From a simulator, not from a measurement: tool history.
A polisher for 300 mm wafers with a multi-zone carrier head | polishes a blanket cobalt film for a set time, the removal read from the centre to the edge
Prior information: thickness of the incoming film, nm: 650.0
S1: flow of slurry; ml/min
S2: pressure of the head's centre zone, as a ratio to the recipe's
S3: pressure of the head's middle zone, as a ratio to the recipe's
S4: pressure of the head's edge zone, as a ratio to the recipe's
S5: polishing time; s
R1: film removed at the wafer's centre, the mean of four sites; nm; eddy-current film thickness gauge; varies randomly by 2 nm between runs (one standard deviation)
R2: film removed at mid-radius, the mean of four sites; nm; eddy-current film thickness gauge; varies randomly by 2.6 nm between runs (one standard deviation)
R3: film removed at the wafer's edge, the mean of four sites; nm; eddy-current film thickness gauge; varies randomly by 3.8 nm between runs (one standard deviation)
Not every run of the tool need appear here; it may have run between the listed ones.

run    day   S1    S2    S3    S4  S5      R1      R2      R3
  1  0.000  245  1.00  1.00  1.00  72  194.54  195.28  196.69
  2  0.333  245  1.00  1.00  0.94  72  193.67  192.76  191.74
  3  0.446  245  0.97  1.00  0.94  72  188.98  194.55  191.23
  4  0.633  245  1.05  1.00  0.94  72  202.88  193.31  187.19
  5  0.758  245  1.05  1.00  0.94  62  174.72  170.84  160.64
  6  1.017  245  1.05  1.00  0.89  62  173.48  170.01  160.90
  7  1.279  240  1.00  0.99  0.91  70  188.26  192.63  182.76
  8  1.400  245  0.97  0.98  0.95  75  197.18  201.71  196.96

Run 9, settings as shown, results not yet in. Your forecast:
  9  1.492  245  0.98  1.02  1.01  77   ?   ?   ?

Run 9 gave R1 203.48 nm, R2 214.62 nm, R3 209.75 nm.
